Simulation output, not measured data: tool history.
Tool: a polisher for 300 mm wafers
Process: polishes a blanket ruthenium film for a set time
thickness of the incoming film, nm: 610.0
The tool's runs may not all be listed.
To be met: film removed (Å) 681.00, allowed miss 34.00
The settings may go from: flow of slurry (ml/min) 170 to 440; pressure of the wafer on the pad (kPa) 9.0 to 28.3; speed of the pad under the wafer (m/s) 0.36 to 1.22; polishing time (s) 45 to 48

run    day  flow of slurry (ml/min)  pressure of the wafer on the pad (kPa)  speed of the pad under the wafer (m/s)  polishing time (s)  film removed (Å)
  1  0.000                      280                                    18.6                                    0.78                  45            407.75
  2  0.121                      280                                    18.6                                    0.64                  45            360.26
  3  0.192                      280                                    18.6                                    0.50                  45            313.63
  4  0.412                      280                                    20.7                                    0.56                  45            359.69
  5  0.467                      280                                    22.1                                    0.64                  45            407.40
  6  0.658                      280                                    23.4                                    0.70                  45            431.94
     0.833  -- worn pad replaced by a new one
  7  0.833                      280                                    24.1                                    0.78                  45            521.49
  8  0.954                      280                                    24.8                                    0.80                  45            530.58
  9  1.154                      280                                    25.5                                    0.82                  45            545.49
 10  1.479                      280                                    26.2                                    0.84                  45            585.02

Which of these 5 next moves meets every target?
  A  1.804                      285                                    26.9                                    0.76                  47                 ?
  B  1.804                      345                                    27.6                                    1.00                  48                 ?
  C  1.804                      310                                    28.3                                    1.04                  48                 ?
  D  1.804                      170                                    24.1                                    0.82                  45                 ?
  E  1.804                      260                                    27.6                                    0.98                  46                 ?

move  film removed (Å)
   A            567.13
   B            724.43
   C            752.01
   D            502.80
   E            668.16
A: further off than the last run
B: takes the result that was furthest off past its target
C: takes the result that was furthest off past its target
D: further off than the last run
E: meets every target
Answer: E

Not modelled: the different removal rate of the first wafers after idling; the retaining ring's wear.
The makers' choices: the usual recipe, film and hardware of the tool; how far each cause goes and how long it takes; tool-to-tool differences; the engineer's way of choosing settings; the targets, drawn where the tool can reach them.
